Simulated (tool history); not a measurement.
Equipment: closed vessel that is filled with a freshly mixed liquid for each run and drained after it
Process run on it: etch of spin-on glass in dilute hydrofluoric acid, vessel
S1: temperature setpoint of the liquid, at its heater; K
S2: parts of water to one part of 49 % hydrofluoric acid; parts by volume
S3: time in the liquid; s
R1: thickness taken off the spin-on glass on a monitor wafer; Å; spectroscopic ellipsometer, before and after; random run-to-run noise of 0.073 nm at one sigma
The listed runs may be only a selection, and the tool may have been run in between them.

Run 1, hour 0: S1 295.15 K, S2 170 parts by volume, S3 30 s. Result: R1 117.36 Å.
Run 2, hour 6.5: S1 295.15 K, S2 170 parts by volume, S3 30 s. Result: R1 119.56 Å.
Run 3, hour 12.3: S1 294.15 K, S2 170 parts by volume, S3 30 s. Result: R1 114.05 Å.
Run 4, hour 17.9: S1 293.15 K, S2 170 parts by volume, S3 30 s. Result: R1 109.53 Å.
Run 5, hour 21.2: S1 292.65 K, S2 170 parts by volume, S3 30 s. Result: R1 108.11 Å.
Run 6, hour 26.1: S1 292.65 K, S2 145 parts by volume, S3 30 s. Result: R1 128.1 Å.
Run 7, hour 29.2: S1 292.15 K, S2 150 parts by volume, S3 30 s. Result: R1 121.54 Å.
Run 8, hour 32: S1 291.65 K, S2 155 parts by volume, S3 30 s. Result: R1 114.17 Å.

Run 9 is up next; what results do you expect?
Run 9, hour 40.6: S1 291.15 K, S2 160 parts by volume, S3 30 s. Result: R1 ?.

R1: 109.54 Å

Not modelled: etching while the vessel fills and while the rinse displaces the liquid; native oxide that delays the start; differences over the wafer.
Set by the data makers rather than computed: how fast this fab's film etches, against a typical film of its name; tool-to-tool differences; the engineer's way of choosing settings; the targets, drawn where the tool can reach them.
